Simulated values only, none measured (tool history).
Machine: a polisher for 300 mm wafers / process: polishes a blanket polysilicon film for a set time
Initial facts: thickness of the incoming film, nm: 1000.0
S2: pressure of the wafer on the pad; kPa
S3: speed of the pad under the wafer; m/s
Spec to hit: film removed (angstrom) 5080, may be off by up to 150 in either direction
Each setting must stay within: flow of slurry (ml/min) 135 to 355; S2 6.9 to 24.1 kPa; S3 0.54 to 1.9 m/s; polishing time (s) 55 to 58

Run 1, hour 0: flow of slurry (ml/min) 225, S2 15.2 kPa, S3 1.22 m/s, polishing time (s) 55. Result: film removed (angstrom) 3796.8.
Run 2, hour 3.9: flow of slurry (ml/min) 230, S2 15.9 kPa, S3 1.22 m/s, polishing time (s) 55. Result: film removed (angstrom) 3868.7.
Run 3, hour 6.6: flow of slurry (ml/min) 230, S2 16.5 kPa, S3 1.22 m/s, polishing time (s) 55. Result: film removed (angstrom) 4054.1.
Run 4, hour 8.5: flow of slurry (ml/min) 230, S2 17.2 kPa, S3 1.22 m/s, polishing time (s) 55. Result: film removed (angstrom) 4216.1.
Run 5, hour 15.6: flow of slurry (ml/min) 185, S2 17.2 kPa, S3 1.22 m/s, polishing time (s) 55. Result: film removed (angstrom) 4191.
Run 6, hour 23.6: flow of slurry (ml/min) 185, S2 17.9 kPa, S3 1.22 m/s, polishing time (s) 55. Result: film removed (angstrom) 4269.7.
Run 7, hour 29.7: flow of slurry (ml/min) 190, S2 18.6 kPa, S3 1.22 m/s, polishing time (s) 55. Result: film removed (angstrom) 4543.
Run 8, hour 36.8: flow of slurry (ml/min) 190, S2 19.3 kPa, S3 1.22 m/s, polishing time (s) 55. Result: film removed (angstrom) 4711.1.
Run 9, hour 42.3: flow of slurry (ml/min) 195, S2 20 kPa, S3 1.22 m/s, polishing time (s) 55. Result: film removed (angstrom) 4864.2.

4 next moves are on the table. One of them brings every result within its allowed miss. Which?
Run A, hour 47.8: flow of slurry (ml/min) 215, S2 18.6 kPa, S3 1.12 m/s, polishing time (s) 58. Result: film removed (angstrom) ?.
Run B, hour 47.8: flow of slurry (ml/min) 190, S2 20.7 kPa, S3 1.16 m/s, polishing time (s) 55. Result: film removed (angstrom) ?.
Run C, hour 47.8: flow of slurry (ml/min) 195, S2 18.6 kPa, S3 1.24 m/s, polishing time (s) 55. Result: film removed (angstrom) ?.
Run D, hour 47.8: flow of slurry (ml/min) 245, S2 20.7 kPa, S3 1.16 m/s, polishing time (s) 57. Result: film removed (angstrom) ?.

move  film removed (angstrom)
   A                   4412.4
   B                   4751.3
   C                   4582.5
   D                   5022.3
A: moves away from the targets compared with the last run
B: moves away from the targets compared with the last run
C: moves away from the targets compared with the last run
D: every result lands within tolerance
So the answer is move D, the one that meets all the targets.
